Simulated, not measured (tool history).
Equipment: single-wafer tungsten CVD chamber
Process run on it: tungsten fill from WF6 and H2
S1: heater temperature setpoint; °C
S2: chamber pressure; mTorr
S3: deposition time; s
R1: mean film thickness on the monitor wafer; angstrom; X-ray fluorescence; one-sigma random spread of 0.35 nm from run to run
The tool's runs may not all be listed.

{"run": 1, "hour": 0.0, "S1": 390, "S2": 50600, "S3": 40.1, "R1": 1234.2}
{"run": 2, "hour": 1.5, "S1": 393, "S2": 50800, "S3": 40.1, "R1": 1316.2}
{"run": 3, "hour": 6.7, "S1": 393, "S2": 57700, "S3": 40.1, "R1": 1405.6}
{"run": 4, "hour": 13.0, "S1": 395, "S2": 57800, "S3": 40.1, "R1": 1462.1}
{"run": 5, "hour": 15.9, "S1": 395, "S2": 57800, "S3": 41.5, "R1": 1514.6}
{"run": 6, "hour": 18.6, "S1": 396, "S2": 57900, "S3": 41.5, "R1": 1547.7}
{"run": 7, "hour": 26.2, "S1": 397, "S2": 58000, "S3": 41.5, "R1": 1580.8}

Run 8 has not been measured yet. What should we expect?
{"run": 8, "hour": 28.3, "S1": 398, "S2": 58100, "S3": 41.5, "R1": "?"}

For run 8 the tool returned R1 1617.7 angstrom.
